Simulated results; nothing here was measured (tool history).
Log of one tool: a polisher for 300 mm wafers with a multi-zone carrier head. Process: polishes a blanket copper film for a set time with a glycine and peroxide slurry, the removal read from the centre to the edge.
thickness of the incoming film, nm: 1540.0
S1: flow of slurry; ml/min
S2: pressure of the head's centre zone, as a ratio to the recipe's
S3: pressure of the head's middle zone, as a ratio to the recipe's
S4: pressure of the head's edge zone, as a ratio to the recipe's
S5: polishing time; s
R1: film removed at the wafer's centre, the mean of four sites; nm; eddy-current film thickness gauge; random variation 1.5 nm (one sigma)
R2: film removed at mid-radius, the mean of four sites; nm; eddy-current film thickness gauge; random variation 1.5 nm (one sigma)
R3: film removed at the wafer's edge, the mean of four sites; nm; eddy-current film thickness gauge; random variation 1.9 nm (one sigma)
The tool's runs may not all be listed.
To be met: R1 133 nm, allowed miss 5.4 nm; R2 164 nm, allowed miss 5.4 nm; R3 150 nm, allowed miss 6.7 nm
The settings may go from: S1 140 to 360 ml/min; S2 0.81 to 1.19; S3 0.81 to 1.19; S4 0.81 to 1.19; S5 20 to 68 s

Run 1, hour 0: S1 230 ml/min, S2 1, S3 1, S4 1, S5 44 s. Result: R1 206.47 nm, R2 199.67 nm, R3 195.53 nm.
Run 2, hour 7.6: S1 250 ml/min, S2 1, S3 1, S4 1, S5 44 s. Result: R1 205.68 nm, R2 200.16 nm, R3 198.79 nm.
Run 3, hour 13.8: S1 295 ml/min, S2 1, S3 1, S4 1, S5 44 s. Result: R1 210.21 nm, R2 207.45 nm, R3 197.01 nm.
Run 4, hour 19.7: S1 295 ml/min, S2 0.96, S3 1.01, S4 1, S5 41 s. Result: R1 191.48 nm, R2 196.45 nm, R3 185.38 nm.
Run 5, hour 23.5: S1 250 ml/min, S2 0.96, S3 1.01, S4 1, S5 41 s. Result: R1 185.79 nm, R2 188.77 nm, R3 185.52 nm.
Run 6, hour 27.1: S1 255 ml/min, S2 0.93, S3 1.03, S4 0.99, S5 39 s. Result: R1 169.13 nm, R2 183.18 nm, R3 173.75 nm.
Run 7, hour 31.8: S1 250 ml/min, S2 0.9, S3 1.03, S4 0.96, S5 38 s. Result: R1 159.2 nm, R2 178.18 nm, R3 168.15 nm.
Run 8, hour 33.3: S1 245 ml/min, S2 0.88, S3 1.03, S4 0.94, S5 37 s. Result: R1 151.33 nm, R2 175.56 nm, R3 159.52 nm.
Run 9, hour 41.6: S1 235 ml/min, S2 0.86, S3 1.02, S4 0.93, S5 37 s. Result: R1 145.05 nm, R2 173.62 nm, R3 162.97 nm.
Run 10, hour 46.6: S1 230 ml/min, S2 0.86, S3 1.02, S4 0.92, S5 36 s. Result: R1 138.03 nm, R2 167.12 nm, R3 154.43 nm.

Which of these 4 next moves meets every target?
Run A, hour 51.6: S1 330 ml/min, S2 0.88, S3 1.11, S4 0.97, S5 34 s. Result: R1 ?, R2 ?, R3 ?.
Run B, hour 51.6: S1 255 ml/min, S2 0.91, S3 1.02, S4 0.87, S5 36 s. Result: R1 ?, R2 ?, R3 ?.
Run C, hour 51.6: S1 345 ml/min, S2 0.81, S3 1.01, S4 0.89, S5 34 s. Result: R1 ?, R2 ?, R3 ?.
Run D, hour 51.6: S1 320 ml/min, S2 0.81, S3 1.08, S4 0.81, S5 35 s. Result: R1 ?, R2 ?, R3 ?.

move      R1      R2      R3
   A  142.23  172.82  156.11
   B  151.01  165.65  154.75
   C   131.3  160.18  151.15
   D  134.21  173.38  148.81
A: further off than the last run
B: further off than the last run
C: meets every target
D: brings the result that was furthest off to its target, and leaves another outside
The right move is C.

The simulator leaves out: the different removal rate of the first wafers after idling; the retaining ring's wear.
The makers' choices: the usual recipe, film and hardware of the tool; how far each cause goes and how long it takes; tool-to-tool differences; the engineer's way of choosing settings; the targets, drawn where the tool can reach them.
